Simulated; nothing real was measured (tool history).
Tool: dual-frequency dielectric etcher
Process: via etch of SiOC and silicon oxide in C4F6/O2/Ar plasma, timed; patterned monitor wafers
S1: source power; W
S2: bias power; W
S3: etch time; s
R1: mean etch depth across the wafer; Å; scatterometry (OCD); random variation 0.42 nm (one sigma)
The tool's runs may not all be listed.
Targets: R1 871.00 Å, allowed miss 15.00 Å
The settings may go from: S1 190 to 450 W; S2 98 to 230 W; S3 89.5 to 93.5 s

| run | hour | S1 | S2 | S3 | R1 |
|---|---|---|---|---|---|
| 1 | 0.0 | 320 | 164 | 89.5 | 939.59 |
| 2 | 9.0 | 320 | 146 | 89.5 | 917.21 |
| 3 | 17.0 | 320 | 146 | 89.5 | 914.29 |
| 4 | 23.2 | 310 | 145 | 89.5 | 900.84 |
| 5 | 31.9 | 300 | 144 | 89.5 | 887.50 |
| 6 | 36.9 | 350 | 144 | 89.5 | 953.42 |
| 7 | 40.4 | 350 | 144 | 89.5 | 948.74 |
| 8 | 43.7 | 340 | 143 | 89.5 | 947.40 |
| 9 | 50.1 | 280 | 132 | 89.5 | 839.42 |

5 next moves are on the table. One of them brings every result within its allowed miss. Which?
| A | 56.5 | 320 | 127 | 90.5 | ? |
| B | 56.5 | 310 | 118 | 92.5 | ? |
| C | 56.5 | 290 | 140 | 93.5 | ? |
| D | 56.5 | 300 | 123 | 93.0 | ? |
| E | 56.5 | 290 | 119 | 92.5 | ? |

| move | R1 |
|---|---|
| A | 896.16 |
| B | 889.39 |
| C | 907.47 |
| D | 889.62 |
| E | 865.85 |
A: takes the result that was furthest off past its target
B: takes the result that was furthest off past its target
C: takes the result that was furthest off past its target
D: takes the result that was furthest off past its target
E: meets every target
Answer: E
